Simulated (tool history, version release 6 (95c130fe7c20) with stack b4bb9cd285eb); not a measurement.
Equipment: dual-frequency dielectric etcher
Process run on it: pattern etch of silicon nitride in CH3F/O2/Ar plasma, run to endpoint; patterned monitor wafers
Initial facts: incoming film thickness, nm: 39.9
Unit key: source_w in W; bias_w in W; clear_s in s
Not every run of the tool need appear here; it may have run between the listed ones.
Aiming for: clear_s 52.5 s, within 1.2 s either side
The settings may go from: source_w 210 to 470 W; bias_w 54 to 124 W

run	hour	source_w	bias_w	clear_s
1	0	340	89	58.059
2	3.7	360	91	56.155
3	7.4	360	97	54.963
4	9.9	320	97	57.048
5	17	300	97	57.98
6	23.6	320	99	56.655
7	30.6	340	100	55.46
8	38.9	350	101	54.682
9	43.6	350	101	54.572
10	51.2	360	102	54.494

Exactly one of the 5 candidate moves below puts every result within its allowed miss. Which one?
A	58.8	360	95	?
B	58.8	350	87	?
C	58.8	420	97	?
D	58.8	310	108	?
E	58.8	340	99	?

move	clear_s
A	55.796
B	57.804
C	52.698
D	56.276
E	56.135
A: its largest miss is bigger than the last run's
B: its largest miss is bigger than the last run's
C: meets every target
D: its largest miss is bigger than the last run's
E: its largest miss is bigger than the last run's
So the answer is move C, the one that meets all the targets.
